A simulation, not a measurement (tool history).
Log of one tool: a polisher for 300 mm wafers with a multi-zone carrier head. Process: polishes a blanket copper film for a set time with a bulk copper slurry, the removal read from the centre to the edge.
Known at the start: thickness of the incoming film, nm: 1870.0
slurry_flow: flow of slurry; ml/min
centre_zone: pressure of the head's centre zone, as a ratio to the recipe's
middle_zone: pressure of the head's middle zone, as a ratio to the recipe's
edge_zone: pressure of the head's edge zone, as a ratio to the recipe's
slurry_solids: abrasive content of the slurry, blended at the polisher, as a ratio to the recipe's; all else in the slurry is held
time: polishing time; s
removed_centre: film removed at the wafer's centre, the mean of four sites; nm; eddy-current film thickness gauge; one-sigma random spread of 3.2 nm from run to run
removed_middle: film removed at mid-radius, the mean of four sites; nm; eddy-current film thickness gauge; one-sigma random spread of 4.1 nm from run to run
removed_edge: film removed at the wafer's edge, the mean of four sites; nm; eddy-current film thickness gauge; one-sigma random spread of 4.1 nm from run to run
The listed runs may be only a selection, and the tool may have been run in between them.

| run | day | slurry_flow | centre_zone | middle_zone | edge_zone | slurry_solids | time | removed_centre | removed_middle | removed_edge |
|---|---|---|---|---|---|---|---|---|---|---|
| 1 | 0 | 215 | 1 | 1 | 1 | 1 | 74 | 705.81 | 682.73 | 682.94 |
| 2 | 0.158 | 215 | 1 | 1 | 1 | 0.9 | 74 | 681.88 | 668.2 | 661.87 |
| 3 | 0.388 | 205 | 0.96 | 0.96 | 1 | 0.8 | 64 | 551.47 | 546.45 | 544.44 |
| 4 | 0.642 | 230 | 0.96 | 0.96 | 1 | 0.8 | 64 | 548.93 | 559.46 | 562.35 |
| 5 | 0.846 | 230 | 0.96 | 1.01 | 1 | 0.8 | 64 | 568.57 | 578.53 | 568.81 |
| 6 | 1.204 | 230 | 0.96 | 1.01 | 0.92 | 0.8 | 64 | 565.98 | 572.9 | 533.38 |
| 7 | 1.538 | 225 | 0.93 | 0.96 | 0.96 | 0.75 | 57 | 480.02 | 489.06 | 476.9 |
| 8 | 1.792 | 225 | 0.91 | 0.92 | 1 | 0.7 | 52 | 417.74 | 435.11 | 446.16 |

What does the tool deliver on the next run?
| 9 | 1.971 | 225 | 0.91 | 0.92 | 1 | 0.7 | 52 | ? | ? | ? |

removed_centre: 429.58 nm
removed_middle: 431.02 nm
removed_edge: 446.05 nm
